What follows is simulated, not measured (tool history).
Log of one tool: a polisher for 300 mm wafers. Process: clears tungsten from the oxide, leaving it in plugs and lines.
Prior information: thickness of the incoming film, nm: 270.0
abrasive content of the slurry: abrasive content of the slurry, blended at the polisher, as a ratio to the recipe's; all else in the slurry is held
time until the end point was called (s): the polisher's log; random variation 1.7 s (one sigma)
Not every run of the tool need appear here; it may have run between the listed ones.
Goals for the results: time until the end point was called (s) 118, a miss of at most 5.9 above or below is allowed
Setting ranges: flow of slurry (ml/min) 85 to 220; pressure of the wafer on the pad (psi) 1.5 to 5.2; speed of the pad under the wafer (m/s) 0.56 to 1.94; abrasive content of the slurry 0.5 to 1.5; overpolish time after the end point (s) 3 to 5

| run | day | flow of slurry (ml/min) | pressure of the wafer on the pad (psi) | speed of the pad under the wafer (m/s) | abrasive content of the slurry | overpolish time after the end point (s) | time until the end point was called (s) |
|---|---|---|---|---|---|---|---|
| 1 | 0 | 140 | 3.3 | 1.24 | 1 | 5 | 71.604 |
| 2 | 0.317 | 140 | 4 | 1.24 | 1 | 5 | 59.037 |
| 3 | 0.617 | 115 | 4 | 1.24 | 1 | 5 | 61.964 |
| 4 | 0.879 | 95 | 4 | 1.24 | 1 | 5 | 66.194 |
| 5 | 1.021 | 95 | 4 | 1.24 | 1 | 3 | 66.342 |
| 6 | 1.275 | 95 | 4 | 1.42 | 1 | 3 | 58.14 |
| 7 | 1.562 | 95 | 3.6 | 1.4 | 1 | 3 | 64.922 |
| 8 | 1.683 | 95 | 3.2 | 1.38 | 1 | 3 | 73.077 |
| 9 | 1.721 | 95 | 2.9 | 1.36 | 1 | 3 | 81.635 |
| 10 | 1.904 | 95 | 2.7 | 1.36 | 1 | 3 | 88.598 |
| 11 | 1.942 | 95 | 2.5 | 1.36 | 1 | 3 | 95.508 |
| 12 | 2.204 | 95 | 2.4 | 1.36 | 1 | 3 | 97.736 |
| 13 | 2.492 | 95 | 2.3 | 1.36 | 1 | 3 | 103.83 |
| 14 | 2.708 | 95 | 2.3 | 1.36 | 1 | 3 | 99.952 |
| 15 | 2.733 | 95 | 1.7 | 1.34 | 1 | 3 | 139.68 |
| 16 | 2.796 | 100 | 1.8 | 1.34 | 1 | 3 | 127.41 |

Consider the 4 candidate settings below. Which is the only one whose results all fall within their allowed miss of target?
| A | 2.858 | 85 | 2.4 | 1.16 | 0.95 | 4 | ? |
| B | 2.858 | 175 | 1.7 | 1.24 | 0.85 | 3 | ? |
| C | 2.858 | 105 | 2.2 | 1.34 | 1.05 | 4 | ? |
| D | 2.858 | 105 | 1.9 | 1.18 | 1.2 | 3 | ? |

| move | time until the end point was called (s) |
|---|---|
| A | 116.64 |
| B | 133.7 |
| C | 102.63 |
| D | 129.08 |
A: every result within its allowed miss
B: moves away from the targets compared with the last run
C: takes the biggest miss from the last run beyond its target
D: moves away from the targets compared with the last run
Go with A: it meets all targets.

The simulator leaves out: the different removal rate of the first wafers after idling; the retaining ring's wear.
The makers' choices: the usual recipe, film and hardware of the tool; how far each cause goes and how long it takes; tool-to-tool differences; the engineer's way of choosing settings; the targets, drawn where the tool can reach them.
